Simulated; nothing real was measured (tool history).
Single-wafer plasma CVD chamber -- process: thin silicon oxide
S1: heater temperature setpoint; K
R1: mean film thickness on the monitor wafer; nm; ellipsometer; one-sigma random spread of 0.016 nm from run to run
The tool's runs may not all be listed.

run 1 day=0.000 | S1=648.15 chamber_pressure_(Pa)=85.7 RF_power_(kW)=0.215 deposition_time_(s)=8.07 | R1=9.7144
run 2 day=0.338 | S1=654.15 chamber_pressure_(Pa)=85.7 RF_power_(kW)=0.215 deposition_time_(s)=8.07 | R1=9.6882
run 3 day=0.642 | S1=654.15 chamber_pressure_(Pa)=85.7 RF_power_(kW)=0.240 deposition_time_(s)=8.07 | R1=10.0830
run 4 day=0.817 | S1=654.15 chamber_pressure_(Pa)=81.9 RF_power_(kW)=0.240 deposition_time_(s)=8.07 | R1=9.6271
run 5 day=1.079 | S1=654.15 chamber_pressure_(Pa)=81.9 RF_power_(kW)=0.225 deposition_time_(s)=8.07 | R1=9.4182
run 6 day=1.383 | S1=654.15 chamber_pressure_(Pa)=94.3 RF_power_(kW)=0.225 deposition_time_(s)=8.07 | R1=10.7730
run 7 day=1.612 | S1=654.15 chamber_pressure_(Pa)=77.1 RF_power_(kW)=0.215 deposition_time_(s)=8.07 | R1=8.7652
run 8 day=1.788 | S1=654.15 chamber_pressure_(Pa)=65.9 RF_power_(kW)=0.210 deposition_time_(s)=8.07 | R1=7.4267

Run 9 is up next; what results do you expect?
run 9 day=1.950 | S1=654.15 chamber_pressure_(Pa)=66.7 RF_power_(kW)=0.210 deposition_time_(s)=8.07 | R1=?

Run 9 gave R1 7.5398 nm.
